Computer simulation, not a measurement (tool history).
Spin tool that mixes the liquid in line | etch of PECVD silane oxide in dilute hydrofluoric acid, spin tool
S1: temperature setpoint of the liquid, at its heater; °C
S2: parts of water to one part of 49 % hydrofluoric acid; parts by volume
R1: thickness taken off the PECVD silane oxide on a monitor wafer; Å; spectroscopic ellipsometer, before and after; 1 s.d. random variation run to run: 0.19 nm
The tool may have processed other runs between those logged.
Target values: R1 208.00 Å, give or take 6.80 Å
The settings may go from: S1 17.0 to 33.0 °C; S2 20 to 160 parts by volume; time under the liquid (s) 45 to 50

Run 1, day 0.000: S1 25.0 °C, S2 90 parts by volume, time under the liquid (s) 45. Result: R1 173.55 Å.
Run 2, day 0.112: S1 25.0 °C, S2 120 parts by volume, time under the liquid (s) 45. Result: R1 126.36 Å.
Run 3, day 0.146: S1 26.5 °C, S2 115 parts by volume, time under the liquid (s) 45. Result: R1 141.17 Å.
Run 4, day 0.483: S1 26.5 °C, S2 115 parts by volume, time under the liquid (s) 45. Result: R1 141.87 Å.
Run 5, day 0.579: S1 28.0 °C, S2 110 parts by volume, time under the liquid (s) 45. Result: R1 156.70 Å.
Run 6, day 0.879: S1 30.0 °C, S2 110 parts by volume, time under the liquid (s) 45. Result: R1 167.68 Å.
Run 7, day 1.067: S1 30.5 °C, S2 105 parts by volume, time under the liquid (s) 45. Result: R1 180.81 Å.
Run 8, day 1.333: S1 31.0 °C, S2 105 parts by volume, time under the liquid (s) 45. Result: R1 182.90 Å.
Run 9, day 1.458: S1 31.5 °C, S2 105 parts by volume, time under the liquid (s) 45. Result: R1 190.93 Å.
Run 10, day 1.529: S1 32.0 °C, S2 105 parts by volume, time under the liquid (s) 45. Result: R1 191.21 Å.

Of the 4 settings listed for the next run, only one would bring every result within its allowed miss of target. Which one?
Run A, day 1.600: S1 29.5 °C, S2 105 parts by volume, time under the liquid (s) 45. Result: R1 ?.
Run B, day 1.600: S1 32.5 °C, S2 120 parts by volume, time under the liquid (s) 50. Result: R1 ?.
Run C, day 1.600: S1 32.5 °C, S2 110 parts by volume, time under the liquid (s) 50. Result: R1 ?.
Run D, day 1.600: S1 33.0 °C, S2 110 parts by volume, time under the liquid (s) 45. Result: R1 ?.

move      R1
   A  175.13
   B  186.11
   C  206.01
   D  188.80
A: its largest miss is bigger than the last run's
B: its largest miss is bigger than the last run's
C: meets every target
D: its largest miss is bigger than the last run's
C meets every target.
